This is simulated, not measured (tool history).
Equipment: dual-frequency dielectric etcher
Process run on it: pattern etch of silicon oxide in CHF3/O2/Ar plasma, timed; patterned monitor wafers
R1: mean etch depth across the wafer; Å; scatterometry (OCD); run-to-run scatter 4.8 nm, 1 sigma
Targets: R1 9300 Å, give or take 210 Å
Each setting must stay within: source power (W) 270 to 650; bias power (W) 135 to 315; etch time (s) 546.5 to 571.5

run 1 hour=0 | source_power_(W)=460 bias_power_(W)=225 etch_time_(s)=546.5 | R1=11072
run 2 hour=7.4 | source_power_(W)=460 bias_power_(W)=225 etch_time_(s)=546.5 | R1=11000
run 3 hour=8 | source_power_(W)=460 bias_power_(W)=225 etch_time_(s)=546.5 | R1=11049
run 4 hour=11.9 | source_power_(W)=380 bias_power_(W)=225 etch_time_(s)=546.5 | R1=10479
run 5 hour=17 | source_power_(W)=370 bias_power_(W)=221 etch_time_(s)=546.5 | R1=10282
run 6 hour=19.9 | source_power_(W)=420 bias_power_(W)=221 etch_time_(s)=546.5 | R1=10664
run 7 hour=27.2 | source_power_(W)=400 bias_power_(W)=217 etch_time_(s)=546.5 | R1=10512
run 8 hour=31.9 | source_power_(W)=390 bias_power_(W)=213 etch_time_(s)=546.5 | R1=10346
run 9 hour=38.7 | source_power_(W)=390 bias_power_(W)=213 etch_time_(s)=546.5 | R1=10278
run 10 hour=46 | source_power_(W)=380 bias_power_(W)=211 etch_time_(s)=546.5 | R1=10235
run 11 hour=46.9 | source_power_(W)=370 bias_power_(W)=208 etch_time_(s)=546.5 | R1=10057
run 12 hour=50.1 | source_power_(W)=360 bias_power_(W)=206 etch_time_(s)=546.5 | R1=10071
run 13 hour=51.5 | source_power_(W)=350 bias_power_(W)=203 etch_time_(s)=546.5 | R1=9851.6
run 14 hour=53.3 | source_power_(W)=340 bias_power_(W)=202 etch_time_(s)=546.5 | R1=9750.6
run 15 hour=59.2 | source_power_(W)=330 bias_power_(W)=201 etch_time_(s)=546.5 | R1=9712.6
run 16 hour=62.3 | source_power_(W)=320 bias_power_(W)=200 etch_time_(s)=546.5 | R1=9543.9

5 next moves are on the table. One of them brings every result within its allowed miss. Which?
run A hour=65.4 | source_power_(W)=340 bias_power_(W)=173 etch_time_(s)=546.5 | R1=?
run B hour=65.4 | source_power_(W)=300 bias_power_(W)=207 etch_time_(s)=566 | R1=?
run C hour=65.4 | source_power_(W)=370 bias_power_(W)=188 etch_time_(s)=567 | R1=?
run D hour=65.4 | source_power_(W)=350 bias_power_(W)=202 etch_time_(s)=546.5 | R1=?
run E hour=65.4 | source_power_(W)=300 bias_power_(W)=229 etch_time_(s)=566 | R1=?

move=A R1=9384.4
move=B R1=9900.2
move=C R1=10226
move=D R1=9910.4
move=E R1=10218
A: meets every target
B: misses by more than the last run did
C: misses by more than the last run did
D: misses by more than the last run did
E: misses by more than the last run did
A is the move that brings every result within its allowed miss.
